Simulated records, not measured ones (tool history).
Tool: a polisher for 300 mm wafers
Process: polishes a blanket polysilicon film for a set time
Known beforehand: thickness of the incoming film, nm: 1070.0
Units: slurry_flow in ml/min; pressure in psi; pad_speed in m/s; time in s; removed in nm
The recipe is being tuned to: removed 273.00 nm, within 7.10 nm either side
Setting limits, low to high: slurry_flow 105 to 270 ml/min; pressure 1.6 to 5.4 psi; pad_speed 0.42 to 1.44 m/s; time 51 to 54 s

{"run": 1, "hour": 0.0, "slurry_flow": 175, "pressure": 3.5, "pad_speed": 0.92, "time": 51, "removed": 536.96}
{"run": 2, "hour": 0.9, "slurry_flow": 175, "pressure": 3.5, "pad_speed": 1.04, "time": 51, "removed": 597.9}
{"run": 3, "hour": 3.6, "slurry_flow": 170, "pressure": 3.0, "pad_speed": 0.98, "time": 51, "removed": 491.14}
{"run": 4, "hour": 7.5, "slurry_flow": 165, "pressure": 2.6, "pad_speed": 0.94, "time": 51, "removed": 403.13}
{"run": 5, "hour": 15.9, "slurry_flow": 200, "pressure": 2.6, "pad_speed": 0.94, "time": 51, "removed": 410.93}
{"run": 6, "hour": 25.0, "slurry_flow": 200, "pressure": 3.2, "pad_speed": 0.94, "time": 51, "removed": 504.84}
{"run": 7, "hour": 26.7, "slurry_flow": 160, "pressure": 2.2, "pad_speed": 0.88, "time": 51, "removed": 316.93}
{"run": 8, "hour": 28.2, "slurry_flow": 115, "pressure": 1.9, "pad_speed": 0.88, "time": 51, "removed": 264.75}

Which one of the following 4 next-run settings gets every result inside its allowed miss? There is exactly one.
{"run": "A", "hour": 29.7, "slurry_flow": 105, "pressure": 2.1, "pad_speed": 0.84, "time": 51, "removed": "?"}
{"run": "B", "hour": 29.7, "slurry_flow": 105, "pressure": 1.7, "pad_speed": 0.94, "time": 53, "removed": "?"}
{"run": "C", "hour": 29.7, "slurry_flow": 110, "pressure": 1.7, "pad_speed": 0.94, "time": 51, "removed": "?"}
{"run": "D", "hour": 29.7, "slurry_flow": 140, "pressure": 1.7, "pad_speed": 0.9, "time": 51, "removed": "?"}

move=A removed=269.68
move=B removed=255.92
move=C removed=248.78
move=D removed=249.97
A: meets every target
B: further off than the last run
C: further off than the last run
D: further off than the last run
The right move is A.
